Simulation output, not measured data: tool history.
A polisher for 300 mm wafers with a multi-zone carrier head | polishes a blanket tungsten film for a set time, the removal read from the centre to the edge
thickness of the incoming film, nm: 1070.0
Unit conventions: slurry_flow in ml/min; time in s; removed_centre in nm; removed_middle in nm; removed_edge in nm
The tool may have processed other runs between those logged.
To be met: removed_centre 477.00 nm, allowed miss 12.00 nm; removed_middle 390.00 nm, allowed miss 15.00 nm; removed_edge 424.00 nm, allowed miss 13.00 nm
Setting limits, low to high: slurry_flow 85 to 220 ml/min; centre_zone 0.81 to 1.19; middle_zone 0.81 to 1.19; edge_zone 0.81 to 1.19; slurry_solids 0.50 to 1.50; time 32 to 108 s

run  hour  slurry_flow  centre_zone  middle_zone  edge_zone  slurry_solids  time  removed_centre  removed_middle  removed_edge
  1   0.0          140         1.00         1.00       1.00           1.00    70          398.51          362.56        363.68
  2   6.4          160         1.00         1.00       1.00           1.00    70          409.81          376.58        370.40
  3   9.0          160         1.00         1.00       1.04           1.00    70          409.99          379.58        377.32
  4  16.2          190         1.00         1.00       1.04           1.00    70          430.12          391.33        387.21
  5  22.8          165         1.00         1.00       1.04           1.00    70          409.52          381.02        379.80
  6  29.0          175         1.02         0.98       1.06           1.00    70          427.28          377.60        381.56
  7  34.5          180         1.02         0.97       1.08           1.05    70          430.23          380.44        393.91
  8  41.7          185         1.03         0.96       1.09           1.05    70          443.73          373.31        399.51
  9  45.6          215         1.04         0.97       1.13           1.10    70          467.20          406.01        417.99
 10  46.9          215         1.04         0.96       1.13           1.10    70          466.64          394.85        418.53

Exercise: of the 4 proposed moves below, exactly one satisfies all targets within the stated allowed misses. Which move is it?
  A  48.2          220         1.05         0.94       1.11           1.05    72               ?               ?             ?
  B  48.2          200         0.99         0.94       1.13           0.95    76               ?               ?             ?
  C  48.2          185         1.01         0.93       1.10           1.15    70               ?               ?             ?
  D  48.2          220         1.06         0.96       1.18           0.95    77               ?               ?             ?

move  removed_centre  removed_middle  removed_edge
   A          472.52          392.83        420.82
   B          449.25          396.87        430.38
   C          441.16          379.13        410.57
   D          494.90          414.68        450.39
A: all results land within tolerance of their targets
B: lands further from the targets than the last run did
C: lands further from the targets than the last run did
D: pushes the last run's worst result past its target
The move that meets every target is A.

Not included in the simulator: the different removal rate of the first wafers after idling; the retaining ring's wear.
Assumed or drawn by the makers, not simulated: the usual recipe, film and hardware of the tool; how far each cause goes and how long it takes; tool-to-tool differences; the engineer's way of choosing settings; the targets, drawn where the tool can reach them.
